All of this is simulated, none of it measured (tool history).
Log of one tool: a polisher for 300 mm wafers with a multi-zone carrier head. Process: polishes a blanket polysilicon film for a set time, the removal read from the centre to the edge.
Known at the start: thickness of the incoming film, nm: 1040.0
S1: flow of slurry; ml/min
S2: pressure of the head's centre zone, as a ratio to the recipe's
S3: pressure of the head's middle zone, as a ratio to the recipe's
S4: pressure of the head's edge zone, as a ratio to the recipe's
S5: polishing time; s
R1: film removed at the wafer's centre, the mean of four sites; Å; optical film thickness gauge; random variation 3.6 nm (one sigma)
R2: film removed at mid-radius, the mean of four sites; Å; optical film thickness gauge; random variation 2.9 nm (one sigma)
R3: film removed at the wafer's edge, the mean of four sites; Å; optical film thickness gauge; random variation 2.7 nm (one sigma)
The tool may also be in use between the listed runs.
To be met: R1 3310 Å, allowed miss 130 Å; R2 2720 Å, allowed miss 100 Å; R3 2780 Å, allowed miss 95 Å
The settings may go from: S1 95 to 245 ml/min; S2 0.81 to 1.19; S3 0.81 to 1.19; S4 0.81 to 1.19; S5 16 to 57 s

| run | hour | S1 | S2 | S3 | S4 | S5 | R1 | R2 | R3 |
|---|---|---|---|---|---|---|---|---|---|
| 1 | 0 | 155 | 1 | 1 | 1 | 36 | 3523.9 | 3391.8 | 3471.1 |
| 2 | 4 | 150 | 1.02 | 0.98 | 0.96 | 35 | 3476.3 | 3303.7 | 3327.6 |
| 3 | 6.9 | 175 | 1.02 | 0.98 | 0.96 | 35 | 3608.6 | 3366.6 | 3364.6 |
| 4 | 15.1 | 170 | 1.04 | 0.95 | 0.93 | 33 | 3430.6 | 3074.9 | 3114.5 |
| 5 | 16.5 | 170 | 1.04 | 0.95 | 0.93 | 25 | 2610.4 | 2316.1 | 2407.3 |
| 6 | 20.3 | 180 | 1.07 | 0.97 | 0.96 | 26 | 2876.1 | 2459.7 | 2521.3 |
| 7 | 23.8 | 225 | 1.1 | 1 | 1.06 | 27 | 3106 | 2672.4 | 2826.6 |
| 8 | 25.5 | 225 | 1.12 | 1 | 1.05 | 27 | 3161.6 | 2680.1 | 2767.3 |

Which of these 4 next moves meets every target?
| A | 27.2 | 195 | 1.17 | 0.98 | 1.01 | 28 | ? | ? | ? |
| B | 27.2 | 230 | 1.12 | 0.81 | 1.11 | 28 | ? | ? | ? |
| C | 27.2 | 215 | 1.18 | 1.01 | 1.07 | 29 | ? | ? | ? |
| D | 27.2 | 235 | 1.15 | 1.07 | 1.01 | 27 | ? | ? | ? |

| move | R1 | R2 | R3 |
|---|---|---|---|
| A | 3394.4 | 2715.4 | 2844.6 |
| B | 3352.7 | 2463.9 | 3006.2 |
| C | 3600 | 2910.7 | 3042.4 |
| D | 3322.6 | 2851.4 | 2795.3 |
A: meets every target
B: brings the result that was furthest off to its target, and leaves another outside
C: takes the result that was furthest off past its target
D: brings the result that was furthest off to its target, and leaves another outside
Answer: A
